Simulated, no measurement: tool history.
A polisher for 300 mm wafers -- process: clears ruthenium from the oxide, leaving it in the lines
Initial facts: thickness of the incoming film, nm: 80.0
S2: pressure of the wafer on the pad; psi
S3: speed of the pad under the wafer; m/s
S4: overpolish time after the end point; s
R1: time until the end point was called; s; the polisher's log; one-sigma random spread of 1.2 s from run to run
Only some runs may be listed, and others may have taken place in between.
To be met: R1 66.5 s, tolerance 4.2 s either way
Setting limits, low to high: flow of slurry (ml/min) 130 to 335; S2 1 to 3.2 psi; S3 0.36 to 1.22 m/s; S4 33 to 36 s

Run 1, day 0: flow of slurry (ml/min) 215, S2 2.1 psi, S3 0.78 m/s, S4 33 s. Result: R1 116.51 s.
Run 2, day 0.254: flow of slurry (ml/min) 215, S2 2.1 psi, S3 0.66 m/s, S4 33 s. Result: R1 134.22 s.
Run 3, day 0.571: flow of slurry (ml/min) 215, S2 1.8 psi, S3 0.66 m/s, S4 33 s. Result: R1 154.38 s.
Run 4, day 0.904: flow of slurry (ml/min) 215, S2 1.8 psi, S3 0.66 m/s, S4 36 s. Result: R1 154.33 s.
Run 5, day 1.104: flow of slurry (ml/min) 215, S2 2.2 psi, S3 0.72 m/s, S4 36 s. Result: R1 117.8 s.
Run 6, day 1.304: flow of slurry (ml/min) 215, S2 2.5 psi, S3 0.76 m/s, S4 36 s. Result: R1 99.926 s.
Run 7, day 1.612: flow of slurry (ml/min) 215, S2 2.7 psi, S3 0.8 m/s, S4 36 s. Result: R1 86.083 s.
Run 8, day 1.917: flow of slurry (ml/min) 215, S2 2.9 psi, S3 0.82 m/s, S4 36 s. Result: R1 79.509 s.
Run 9, day 2.071: flow of slurry (ml/min) 215, S2 3 psi, S3 0.84 m/s, S4 36 s. Result: R1 74.414 s.

Which of these 5 next moves meets every target?
Run A, day 2.225: flow of slurry (ml/min) 235, S2 2.4 psi, S3 0.86 m/s, S4 35 s. Result: R1 ?.
Run B, day 2.225: flow of slurry (ml/min) 180, S2 2.7 psi, S3 0.84 m/s, S4 33 s. Result: R1 ?.
Run C, day 2.225: flow of slurry (ml/min) 250, S2 3.2 psi, S3 0.86 m/s, S4 34 s. Result: R1 ?.
Run D, day 2.225: flow of slurry (ml/min) 180, S2 3.2 psi, S3 0.76 m/s, S4 33 s. Result: R1 ?.
Run E, day 2.225: flow of slurry (ml/min) 210, S2 2.9 psi, S3 0.76 m/s, S4 36 s. Result: R1 ?.

move      R1
   A  89.692
   B  84.269
   C  67.294
   D  78.356
   E  84.719
A: the biggest miss grows against the last run
B: the biggest miss grows against the last run
C: all results land within tolerance of their targets
D: the biggest miss grows against the last run
E: the biggest miss grows against the last run
Answer: C
